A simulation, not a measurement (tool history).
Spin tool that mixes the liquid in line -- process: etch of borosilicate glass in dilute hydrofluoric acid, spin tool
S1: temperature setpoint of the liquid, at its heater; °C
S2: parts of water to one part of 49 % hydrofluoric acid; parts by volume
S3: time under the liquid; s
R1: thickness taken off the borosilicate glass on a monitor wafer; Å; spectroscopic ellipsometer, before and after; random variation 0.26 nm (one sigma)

run 1 hour=0.0 | S1=23.0 S2=75 S3=85 | R1=243.75
run 2 hour=2.2 | S1=24.5 S2=75 S3=85 | R1=255.15
run 3 hour=5.0 | S1=24.5 S2=75 S3=85 | R1=259.62
run 4 hour=11.0 | S1=25.5 S2=75 S3=85 | R1=268.46
run 5 hour=12.0 | S1=26.5 S2=75 S3=85 | R1=278.33
run 6 hour=13.5 | S1=27.5 S2=75 S3=85 | R1=291.27

For run 7, what comes out?
run 7 hour=21.2 | S1=28.0 S2=75 S3=85 | R1=?

For run 7 the tool returned R1 295.90 Å.

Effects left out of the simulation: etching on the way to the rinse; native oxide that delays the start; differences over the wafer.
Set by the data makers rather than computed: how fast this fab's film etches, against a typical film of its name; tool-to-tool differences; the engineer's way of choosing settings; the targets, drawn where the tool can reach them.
